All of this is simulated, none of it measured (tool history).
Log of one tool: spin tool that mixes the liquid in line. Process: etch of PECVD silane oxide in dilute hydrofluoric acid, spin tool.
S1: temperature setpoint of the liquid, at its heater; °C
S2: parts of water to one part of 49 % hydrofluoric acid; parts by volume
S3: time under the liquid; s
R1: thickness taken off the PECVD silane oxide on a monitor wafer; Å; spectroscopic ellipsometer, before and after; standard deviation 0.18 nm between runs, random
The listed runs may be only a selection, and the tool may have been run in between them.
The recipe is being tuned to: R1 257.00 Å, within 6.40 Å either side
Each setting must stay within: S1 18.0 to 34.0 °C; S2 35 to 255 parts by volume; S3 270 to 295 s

run	hour	S1	S2	S3	R1
1	0.0	26.0	145	270	387.54
2	4.7	26.0	145	295	424.52
3	12.3	26.0	180	295	325.56
4	19.8	26.0	180	270	297.78
5	24.2	25.0	180	270	286.58
6	26.9	24.0	180	270	278.10
7	34.9	24.0	180	270	281.42
8	43.2	23.0	180	270	267.18

Exactly one of the 4 candidate moves below puts every result within its allowed miss. Which one?
A	51.5	23.0	190	280	?
B	51.5	21.5	165	270	?
C	51.5	23.0	170	270	?
D	51.5	24.0	190	290	?

move	R1
A	259.89
B	279.82
C	286.18
D	279.43
A: hits every target within its allowed miss
B: lands further from the targets than the last run did
C: lands further from the targets than the last run did
D: lands further from the targets than the last run did
Move A is the one to make.
